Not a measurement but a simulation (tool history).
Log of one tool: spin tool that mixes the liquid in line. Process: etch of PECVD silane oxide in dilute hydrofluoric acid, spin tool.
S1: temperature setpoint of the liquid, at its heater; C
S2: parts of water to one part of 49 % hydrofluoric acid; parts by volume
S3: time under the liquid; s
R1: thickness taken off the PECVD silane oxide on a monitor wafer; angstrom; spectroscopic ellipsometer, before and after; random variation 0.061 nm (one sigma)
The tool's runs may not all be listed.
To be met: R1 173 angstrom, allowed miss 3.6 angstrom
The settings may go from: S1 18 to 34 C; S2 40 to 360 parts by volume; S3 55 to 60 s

{"run": 1, "hour": 0.0, "S1": 26, "S2": 200, "S3": 55, "R1": 98.524}
{"run": 2, "hour": 7.3, "S1": 27, "S2": 195, "S3": 55, "R1": 105.7}
{"run": 3, "hour": 11.8, "S1": 27, "S2": 260, "S3": 55, "R1": 73.557}
{"run": 4, "hour": 17.3, "S1": 28, "S2": 245, "S3": 55, "R1": 82.525}
{"run": 5, "hour": 19.3, "S1": 28, "S2": 295, "S3": 55, "R1": 64.434}
{"run": 6, "hour": 21.1, "S1": 28.5, "S2": 280, "S3": 55, "R1": 70.154}
{"run": 7, "hour": 21.7, "S1": 29, "S2": 265, "S3": 55, "R1": 76.574}
{"run": 8, "hour": 30.5, "S1": 29.5, "S2": 250, "S3": 55, "R1": 84.177}
{"run": 9, "hour": 32.7, "S1": 30, "S2": 235, "S3": 55, "R1": 92.343}
{"run": 10, "hour": 39.9, "S1": 34, "S2": 155, "S3": 55, "R1": 179.83}
{"run": 11, "hour": 44.5, "S1": 34, "S2": 155, "S3": 55, "R1": 178.36}

5 next moves are on the table. One of them brings every result within its allowed miss. Which?
{"run": "A", "hour": 49.1, "S1": 32.5, "S2": 140, "S3": 55, "R1": "?"}
{"run": "B", "hour": 49.1, "S1": 34, "S2": 155, "S3": 60, "R1": "?"}
{"run": "C", "hour": 49.1, "S1": 30.5, "S2": 135, "S3": 55, "R1": "?"}
{"run": "D", "hour": 49.1, "S1": 34, "S2": 160, "S3": 55, "R1": "?"}
{"run": "E", "hour": 49.1, "S1": 34, "S2": 165, "S3": 60, "R1": "?"}

move=A R1=191.16
move=B R1=194.3
move=C R1=185.83
move=D R1=171.32
move=E R1=179.97
A: further off than the last run
B: further off than the last run
C: further off than the last run
D: meets every target
E: further off than the last run
Move D is the one to make.

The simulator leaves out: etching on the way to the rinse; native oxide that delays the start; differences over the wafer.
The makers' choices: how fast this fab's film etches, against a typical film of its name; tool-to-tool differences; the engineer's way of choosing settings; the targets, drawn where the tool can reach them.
